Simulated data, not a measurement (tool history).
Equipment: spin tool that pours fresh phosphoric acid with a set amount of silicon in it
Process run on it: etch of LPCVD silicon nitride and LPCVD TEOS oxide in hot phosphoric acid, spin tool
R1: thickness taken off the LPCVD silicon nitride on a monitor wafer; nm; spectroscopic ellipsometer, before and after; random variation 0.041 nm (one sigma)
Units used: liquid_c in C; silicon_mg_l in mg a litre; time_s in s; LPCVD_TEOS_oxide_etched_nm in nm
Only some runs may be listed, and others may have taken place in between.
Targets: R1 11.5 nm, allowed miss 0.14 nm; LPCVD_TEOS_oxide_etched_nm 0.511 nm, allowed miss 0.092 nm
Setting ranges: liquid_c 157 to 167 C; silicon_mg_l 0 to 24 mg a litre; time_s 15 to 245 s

Run 1, hour 0: liquid_c 162 C, silicon_mg_l 10.5 mg a litre, time_s 125 s. Result: R1 9.6524 nm, LPCVD_TEOS_oxide_etched_nm 0.45415 nm.
Run 2, hour 5.3: liquid_c 162 C, silicon_mg_l 10.5 mg a litre, time_s 180 s. Result: R1 13.827 nm, LPCVD_TEOS_oxide_etched_nm 0.71264 nm.
Run 3, hour 10.4: liquid_c 162 C, silicon_mg_l 14.5 mg a litre, time_s 180 s. Result: R1 13.826 nm, LPCVD_TEOS_oxide_etched_nm 0.63219 nm.
Run 4, hour 19.4: liquid_c 161 C, silicon_mg_l 13.5 mg a litre, time_s 180 s. Result: R1 13.435 nm, LPCVD_TEOS_oxide_etched_nm 0.59443 nm.
Run 5, hour 25.6: liquid_c 162.5 C, silicon_mg_l 13.5 mg a litre, time_s 180 s. Result: R1 14.036 nm, LPCVD_TEOS_oxide_etched_nm 0.6816 nm.
Run 6, hour 28.7: liquid_c 164.5 C, silicon_mg_l 13.5 mg a litre, time_s 180 s. Result: R1 15.05 nm, LPCVD_TEOS_oxide_etched_nm 0.80081 nm.
Run 7, hour 37: liquid_c 163.5 C, silicon_mg_l 12.5 mg a litre, time_s 180 s. Result: R1 14.561 nm, LPCVD_TEOS_oxide_etched_nm 0.77703 nm.
Run 8, hour 45.1: liquid_c 162.5 C, silicon_mg_l 11.5 mg a litre, time_s 180 s. Result: R1 14.14 nm, LPCVD_TEOS_oxide_etched_nm 0.71625 nm.
Run 9, hour 52.9: liquid_c 161.5 C, silicon_mg_l 10.5 mg a litre, time_s 180 s. Result: R1 13.654 nm, LPCVD_TEOS_oxide_etched_nm 0.65387 nm.
Run 10, hour 60.9: liquid_c 161 C, silicon_mg_l 9 mg a litre, time_s 180 s. Result: R1 13.514 nm, LPCVD_TEOS_oxide_etched_nm 0.64256 nm.

Which single option among these 4 for the next run brings every result within its allowed miss of target? Just one does.
Run A, hour 68.9: liquid_c 160 C, silicon_mg_l 12.5 mg a litre, time_s 160 s. Result: R1 ?, LPCVD_TEOS_oxide_etched_nm ?.
Run B, hour 68.9: liquid_c 166 C, silicon_mg_l 0 mg a litre, time_s 135 s. Result: R1 ?, LPCVD_TEOS_oxide_etched_nm ?.
Run C, hour 68.9: liquid_c 165 C, silicon_mg_l 18.5 mg a litre, time_s 175 s. Result: R1 ?, LPCVD_TEOS_oxide_etched_nm ?.
Run D, hour 68.9: liquid_c 164 C, silicon_mg_l 2.5 mg a litre, time_s 145 s. Result: R1 ?, LPCVD_TEOS_oxide_etched_nm ?.

move      R1  LPCVD_TEOS_oxide_etched_nm
   A  11.531                     0.55488
   B  11.868                     0.93937
   C  14.889                     0.75178
   D  11.937                     0.83323
A: all results land within tolerance of their targets
B: moves toward the targets from the last run without getting all of them in spec
C: further off than the last run
D: moves toward the targets from the last run without getting all of them in spec
A is the move that brings every result within its allowed miss.
